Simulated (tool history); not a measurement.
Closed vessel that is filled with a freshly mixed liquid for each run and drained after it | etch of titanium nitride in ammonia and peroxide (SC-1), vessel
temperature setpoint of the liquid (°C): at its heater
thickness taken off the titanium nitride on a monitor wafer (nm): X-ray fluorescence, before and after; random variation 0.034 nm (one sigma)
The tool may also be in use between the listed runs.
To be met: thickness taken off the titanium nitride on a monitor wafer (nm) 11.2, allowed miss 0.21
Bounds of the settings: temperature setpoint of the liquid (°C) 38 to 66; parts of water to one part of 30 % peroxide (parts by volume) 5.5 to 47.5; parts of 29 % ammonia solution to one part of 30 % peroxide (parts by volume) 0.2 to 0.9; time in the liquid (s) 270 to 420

run  hour  temperature setpoint of the liquid (°C)  parts of water to one part of 30 % peroxide (parts by volume)  parts of 29 % ammonia solution to one part of 30 % peroxide (parts by volume)  time in the liquid (s)  thickness taken off the titanium nitride on a monitor wafer (nm)
  1     0                                       50                                                           26.5                                                                            0.5                     420                                                            22.752
  2   2.7                                       50                                                             34                                                                            0.5                     420                                                            19.849
  3   3.3                                     53.5                                                             34                                                                            0.5                     420                                                            25.012
  4  10.5                                       51                                                             34                                                                            0.5                     420                                                            21.117
  5  13.7                                       49                                                             34                                                                            0.5                     420                                                            18.442
  6  21.5                                     54.5                                                             34                                                                            0.5                     420                                                            26.669
  7  27.2                                     46.5                                                             34                                                                            0.5                     420                                                            15.524
  8  33.1                                     45.5                                                             34                                                                            0.5                     420                                                            14.422
  9    37                                     44.5                                                             34                                                                            0.5                     420                                                            13.412
     45.1  -- thermometer replaced
 10  45.1                                       44                                                             34                                                                            0.5                     420                                                            11.429

Which of these 5 next moves meets every target?
  A  53.2                                     43.5                                                           29.5                                                                            0.5                     420                                                                 ?
  B  53.2                                       47                                                             38                                                                            0.6                     360                                                                 ?
  C  53.2                                     45.5                                                           42.5                                                                            0.4                     420                                                                 ?
  D  53.2                                     46.5                                                             31                                                                           0.35                     375                                                                 ?
  E  53.2                                     45.5                                                             35                                                                            0.7                     350                                                                 ?

move  thickness taken off the titanium nitride on a monitor wafer (nm)
   A                                                            11.974
   B                                                            11.815
   C                                                            10.736
   D                                                            12.039
   E                                                            11.142
A: further off than the last run
B: further off than the last run
C: takes the result that was furthest off past its target
D: further off than the last run
E: meets every target
Move E is the one to make.
